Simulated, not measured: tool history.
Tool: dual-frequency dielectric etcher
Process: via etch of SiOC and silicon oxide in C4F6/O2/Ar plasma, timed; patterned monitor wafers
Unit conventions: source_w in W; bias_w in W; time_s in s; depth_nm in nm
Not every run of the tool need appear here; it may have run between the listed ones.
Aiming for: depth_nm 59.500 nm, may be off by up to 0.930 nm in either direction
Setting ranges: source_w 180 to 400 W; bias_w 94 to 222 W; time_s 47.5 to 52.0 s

run 1 hour=0.0 | source_w=290 bias_w=158 time_s=52.0 | depth_nm=52.204
run 2 hour=2.0 | source_w=310 bias_w=159 time_s=52.0 | depth_nm=54.072
run 3 hour=9.4 | source_w=350 bias_w=159 time_s=52.0 | depth_nm=57.253
run 4 hour=15.5 | source_w=330 bias_w=159 time_s=52.0 | depth_nm=55.642
run 5 hour=21.1 | source_w=330 bias_w=159 time_s=52.0 | depth_nm=55.623
run 6 hour=28.5 | source_w=290 bias_w=159 time_s=52.0 | depth_nm=51.550
run 7 hour=29.4 | source_w=300 bias_w=160 time_s=52.0 | depth_nm=53.061
run 8 hour=30.7 | source_w=310 bias_w=161 time_s=52.0 | depth_nm=53.824
run 9 hour=39.6 | source_w=320 bias_w=162 time_s=52.0 | depth_nm=54.712
run 10 hour=41.1 | source_w=330 bias_w=163 time_s=52.0 | depth_nm=55.685
run 11 hour=49.9 | source_w=340 bias_w=164 time_s=52.0 | depth_nm=56.675

Which single option among these 5 for the next run brings every result within its allowed miss of target? Just one does.
run A hour=58.7 | source_w=370 bias_w=168 time_s=48.5 | depth_nm=?
run B hour=58.7 | source_w=360 bias_w=171 time_s=51.0 | depth_nm=?
run C hour=58.7 | source_w=360 bias_w=175 time_s=50.0 | depth_nm=?
run D hour=58.7 | source_w=390 bias_w=184 time_s=50.0 | depth_nm=?
run E hour=58.7 | source_w=380 bias_w=152 time_s=50.0 | depth_nm=?

move=A depth_nm=55.675
move=B depth_nm=57.962
move=C depth_nm=57.096
move=D depth_nm=60.010
move=E depth_nm=57.026
A: its largest miss is bigger than the last run's
B: moves toward the targets from the last run without getting all of them in spec
C: moves toward the targets from the last run without getting all of them in spec
D: all results land within tolerance of their targets
E: moves toward the targets from the last run without getting all of them in spec
Correct choice: D, which meets every target

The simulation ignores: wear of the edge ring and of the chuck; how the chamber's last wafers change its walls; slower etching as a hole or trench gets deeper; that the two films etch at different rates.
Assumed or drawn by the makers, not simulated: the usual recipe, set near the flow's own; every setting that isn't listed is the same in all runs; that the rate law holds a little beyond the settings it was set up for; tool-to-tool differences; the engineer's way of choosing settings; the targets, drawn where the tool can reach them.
